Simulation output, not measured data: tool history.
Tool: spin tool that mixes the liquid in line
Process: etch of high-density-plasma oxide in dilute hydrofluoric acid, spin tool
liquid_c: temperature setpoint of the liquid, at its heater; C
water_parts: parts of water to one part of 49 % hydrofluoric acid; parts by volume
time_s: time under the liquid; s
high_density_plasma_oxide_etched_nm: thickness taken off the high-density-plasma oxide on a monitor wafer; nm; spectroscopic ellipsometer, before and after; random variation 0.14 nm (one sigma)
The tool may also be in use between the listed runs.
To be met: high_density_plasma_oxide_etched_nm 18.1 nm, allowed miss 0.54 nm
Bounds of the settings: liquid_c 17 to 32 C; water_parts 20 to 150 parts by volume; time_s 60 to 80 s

| run | hour | liquid_c | water_parts | time_s | high_density_plasma_oxide_etched_nm |
|---|---|---|---|---|---|
| 1 | 0 | 24 | 85 | 80 | 7.571 |
| 2 | 8.3 | 25.5 | 75 | 80 | 9.2625 |
| 3 | 17.2 | 25.5 | 75 | 60 | 7.0606 |
| 4 | 19.4 | 27 | 65 | 65 | 9.3084 |
| 5 | 20.4 | 28 | 55 | 65 | 11.822 |
| 6 | 23.9 | 28 | 55 | 60 | 10.77 |
| 7 | 30.7 | 28.5 | 50 | 60 | 12.258 |
|  | 35.2 | thermometer replaced |
| 8 | 35.2 | 29 | 45 | 60 | 12.692 |
| 9 | 38.9 | 29.5 | 40 | 60 | 14.761 |
| 10 | 44.7 | 30 | 40 | 60 | 14.99 |
| 11 | 49 | 30.5 | 40 | 60 | 15.401 |
| 12 | 51.9 | 31 | 40 | 60 | 15.635 |

Which of these 5 next moves meets every target?
| A | 54.8 | 31.5 | 40 | 65 | ? |
| B | 54.8 | 32 | 45 | 80 | ? |
| C | 54.8 | 31 | 50 | 80 | ? |
| D | 54.8 | 32 | 50 | 80 | ? |
| E | 54.8 | 30.5 | 45 | 80 | ? |

| move | high_density_plasma_oxide_etched_nm |
|---|---|
| A | 17.13 |
| B | 18.955 |
| C | 16.278 |
| D | 16.922 |
| E | 17.877 |
A: nearer than the last run, and not there yet
B: takes the result that was furthest off past its target
C: nearer than the last run, and not there yet
D: nearer than the last run, and not there yet
E: meets every target
Move E is the one to make.
